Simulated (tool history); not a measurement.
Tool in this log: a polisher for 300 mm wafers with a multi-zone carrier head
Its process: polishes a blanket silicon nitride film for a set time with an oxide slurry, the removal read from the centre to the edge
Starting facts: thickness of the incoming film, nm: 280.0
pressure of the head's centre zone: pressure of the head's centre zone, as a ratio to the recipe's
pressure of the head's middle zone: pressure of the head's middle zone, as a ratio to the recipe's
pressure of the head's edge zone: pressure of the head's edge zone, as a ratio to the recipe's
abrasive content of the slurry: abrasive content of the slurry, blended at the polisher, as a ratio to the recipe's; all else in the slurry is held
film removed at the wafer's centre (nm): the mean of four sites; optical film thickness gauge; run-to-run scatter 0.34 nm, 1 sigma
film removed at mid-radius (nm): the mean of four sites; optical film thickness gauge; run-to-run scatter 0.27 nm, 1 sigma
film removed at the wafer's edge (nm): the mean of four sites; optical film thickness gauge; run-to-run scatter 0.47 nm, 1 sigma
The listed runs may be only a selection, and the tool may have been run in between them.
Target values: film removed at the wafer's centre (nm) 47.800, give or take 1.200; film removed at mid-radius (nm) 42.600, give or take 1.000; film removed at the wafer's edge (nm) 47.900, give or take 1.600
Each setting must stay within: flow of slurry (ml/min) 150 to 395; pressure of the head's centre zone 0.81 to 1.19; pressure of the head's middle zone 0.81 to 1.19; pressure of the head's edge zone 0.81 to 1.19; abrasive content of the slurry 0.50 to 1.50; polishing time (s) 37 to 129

run	hour	flow of slurry (ml/min)	pressure of the head's centre zone	pressure of the head's middle zone	pressure of the head's edge zone	abrasive content of the slurry	polishing time (s)	film removed at the wafer's centre (nm)	film removed at mid-radius (nm)	film removed at the wafer's edge (nm)
1	0.0	250	1.00	1.00	1.00	1.00	83	84.294	83.696	84.947
2	4.8	250	0.95	1.00	1.00	1.00	83	79.274	83.533	85.744
3	5.4	245	0.95	0.98	0.98	0.95	80	74.611	76.612	77.592
4	11.1	235	0.95	0.96	0.98	0.90	78	69.828	70.624	74.205
5	18.5	230	0.95	0.94	0.96	0.85	77	67.426	66.032	70.423
6	23.5	225	0.94	0.93	0.94	0.80	76	63.902	62.913	66.531
7	24.7	220	0.94	0.92	0.93	0.75	75	60.644	59.308	62.243
8	29.2	215	0.94	0.91	0.92	0.70	75	57.009	56.322	58.256
9	33.5	210	0.94	0.90	0.92	0.65	75	54.558	53.158	56.294
# hour 40.1: worn pad replaced by a new one
10	40.1	205	0.94	0.89	0.92	0.65	75	63.285	60.780	65.626
11	47.7	225	0.94	0.88	0.92	0.65	75	64.209	61.182	67.955
12	49.2	220	0.94	0.87	0.91	0.65	73	62.565	58.970	64.865

Consider the 4 candidate settings below. Which is the only one whose results all fall within their allowed miss of target?
A	50.7	230	1.16	0.85	0.83	0.50	61	?	?	?
B	50.7	175	1.00	1.02	0.81	0.70	54	?	?	?
C	50.7	200	1.02	0.89	1.00	0.70	50	?	?	?
D	50.7	255	0.89	0.81	0.91	0.70	57	?	?	?

move	film removed at the wafer's centre (nm)	film removed at mid-radius (nm)	film removed at the wafer's edge (nm)
A	53.228	40.350	43.587
B	48.726	49.832	46.118
C	47.073	42.053	47.662
D	48.800	45.880	53.424
A: carries the result that was furthest off beyond its target, to the other side
B: nearer the targets than the last run, but a result is still out of spec
C: each result inside its tolerance
D: nearer the targets than the last run, but a result is still out of spec
The move that meets every target is C.
